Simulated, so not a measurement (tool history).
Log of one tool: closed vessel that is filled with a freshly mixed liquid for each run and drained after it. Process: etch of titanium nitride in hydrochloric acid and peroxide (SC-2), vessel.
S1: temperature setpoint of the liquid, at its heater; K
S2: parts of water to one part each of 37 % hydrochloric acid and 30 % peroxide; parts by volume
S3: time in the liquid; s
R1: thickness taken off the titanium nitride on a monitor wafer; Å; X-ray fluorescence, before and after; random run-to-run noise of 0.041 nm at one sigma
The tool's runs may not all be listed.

| run | hour | S1 | S2 | S3 | R1 |
|---|---|---|---|---|---|
| 1 | 0 | 323.15 | 7 | 240 | 57.757 |
| 2 | 1.7 | 326.15 | 7 | 240 | 70.597 |
| 3 | 2.7 | 326.15 | 7 | 185 | 54.699 |
| 4 | 8.1 | 330.15 | 7 | 185 | 70.487 |
| 5 | 12.6 | 330.15 | 9 | 185 | 57.624 |
| 6 | 14.5 | 332.65 | 8.5 | 185 | 70.339 |
| 7 | 18 | 334.65 | 8 | 185 | 84.222 |
| 8 | 27.3 | 336.15 | 8 | 185 | 92.024 |

Estimate the outcome of run 9 from the log above:
| 9 | 31.2 | 337.15 | 8 | 185 | ? |

{"run 9": {"R1": 97.915}}

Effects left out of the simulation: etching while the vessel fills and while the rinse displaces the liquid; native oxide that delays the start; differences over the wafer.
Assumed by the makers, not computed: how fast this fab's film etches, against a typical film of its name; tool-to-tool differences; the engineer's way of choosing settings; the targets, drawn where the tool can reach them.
